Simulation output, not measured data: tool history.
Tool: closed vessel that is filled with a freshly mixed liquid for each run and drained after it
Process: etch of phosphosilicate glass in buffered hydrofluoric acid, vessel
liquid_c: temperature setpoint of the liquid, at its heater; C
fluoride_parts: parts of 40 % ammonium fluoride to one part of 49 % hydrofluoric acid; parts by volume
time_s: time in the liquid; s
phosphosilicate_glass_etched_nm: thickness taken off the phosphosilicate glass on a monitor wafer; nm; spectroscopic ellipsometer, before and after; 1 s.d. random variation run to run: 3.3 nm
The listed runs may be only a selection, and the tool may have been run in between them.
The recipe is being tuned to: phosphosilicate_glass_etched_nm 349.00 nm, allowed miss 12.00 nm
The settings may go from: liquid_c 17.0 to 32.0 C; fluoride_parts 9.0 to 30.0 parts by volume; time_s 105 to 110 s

run	hour	liquid_c	fluoride_parts	time_s	phosphosilicate_glass_etched_nm
1	0.0	25.0	24.0	105	266.59
2	8.9	25.0	24.0	105	264.92
3	14.1	27.5	24.0	105	308.38
4	16.7	27.5	24.0	110	316.26
5	20.2	28.0	24.0	110	328.88
6	27.4	25.5	24.0	110	290.87
7	30.0	26.5	24.0	110	297.44
8	32.8	27.5	24.0	110	315.77
9	36.1	28.0	24.0	110	330.90

4 candidate next runs follow, results not yet known. Just one meets every target within its allowed miss. Identify it.
A	39.4	28.0	23.5	105	?
B	39.4	27.0	24.5	110	?
C	39.4	32.0	27.5	105	?
D	39.4	26.0	20.0	105	?

move	phosphosilicate_glass_etched_nm
A	317.25
B	306.11
C	352.33
D	318.21
A: lands further from the targets than the last run did
B: lands further from the targets than the last run did
C: every result lands within tolerance
D: lands further from the targets than the last run did
The move that meets every target is C.

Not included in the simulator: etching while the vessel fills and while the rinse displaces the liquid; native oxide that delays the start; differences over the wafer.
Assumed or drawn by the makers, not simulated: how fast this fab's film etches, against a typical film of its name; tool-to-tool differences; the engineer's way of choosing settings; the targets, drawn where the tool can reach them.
